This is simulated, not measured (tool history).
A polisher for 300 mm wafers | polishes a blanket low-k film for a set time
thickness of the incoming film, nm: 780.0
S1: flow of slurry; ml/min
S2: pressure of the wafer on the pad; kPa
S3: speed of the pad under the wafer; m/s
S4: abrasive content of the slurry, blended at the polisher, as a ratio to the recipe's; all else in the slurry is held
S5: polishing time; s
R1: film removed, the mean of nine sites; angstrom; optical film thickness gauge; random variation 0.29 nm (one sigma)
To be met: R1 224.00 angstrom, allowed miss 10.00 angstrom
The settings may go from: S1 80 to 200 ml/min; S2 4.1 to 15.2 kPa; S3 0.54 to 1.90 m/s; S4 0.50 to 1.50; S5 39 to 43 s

run	hour	S1	S2	S3	S4	S5	R1
1	0.0	130	9.7	1.22	1.00	43	150.99
2	4.0	105	9.7	1.22	1.00	43	139.71
3	9.2	80	9.7	1.22	1.00	43	128.67
4	13.3	100	10.3	1.22	1.00	43	153.21
5	18.7	115	10.3	1.22	1.00	43	152.71
6	26.6	115	10.3	1.22	1.00	43	154.27
7	28.9	115	10.3	1.22	1.00	43	156.66
# hour 33.1: slurry blender recalibrated
8	33.1	125	11.0	1.22	1.00	43	187.07
9	35.7	135	11.0	1.22	1.00	43	193.30
10	38.7	140	11.0	1.22	1.00	43	192.41
11	46.1	145	11.0	1.22	1.00	43	191.39

Which of these 4 next moves meets every target?
A	53.5	130	11.0	1.42	1.25	40	?
B	53.5	150	7.6	1.26	1.10	42	?
C	53.5	135	10.3	1.18	1.00	39	?
D	53.5	145	9.7	1.24	1.05	41	?

move	R1
A	216.29
B	149.81
C	157.46
D	169.22
A: meets every target
B: further off than the last run
C: further off than the last run
D: further off than the last run
Move A is the one to make.
